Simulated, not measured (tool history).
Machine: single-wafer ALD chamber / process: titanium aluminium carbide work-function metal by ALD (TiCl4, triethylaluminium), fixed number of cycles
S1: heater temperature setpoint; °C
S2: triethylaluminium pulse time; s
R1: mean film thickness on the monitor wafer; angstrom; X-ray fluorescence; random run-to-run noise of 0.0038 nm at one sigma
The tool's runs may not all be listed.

| run | hour | S1 | S2 | R1 |
|---|---|---|---|---|
| 1 | 0.0 | 285 | 10.83 | 18.565 |
| 2 | 8.1 | 279 | 10.18 | 17.666 |
| 3 | 12.3 | 276 | 10.04 | 17.325 |
| 4 | 19.5 | 283 | 10.04 | 17.934 |
| 5 | 22.1 | 279 | 9.85 | 17.466 |
| 6 | 28.4 | 277 | 9.75 | 17.297 |
| 7 | 33.5 | 275 | 9.66 | 16.949 |
| 8 | 36.5 | 274 | 9.62 | 16.903 |
| 9 | 45.1 | 273 | 9.57 | 16.833 |
| 10 | 52.6 | 272 | 9.52 | 16.682 |

The next listed run, before its measurement:
| 11 | 57.1 | 272 | 9.52 | ? |

Run 11 gave R1 16.641 angstrom.
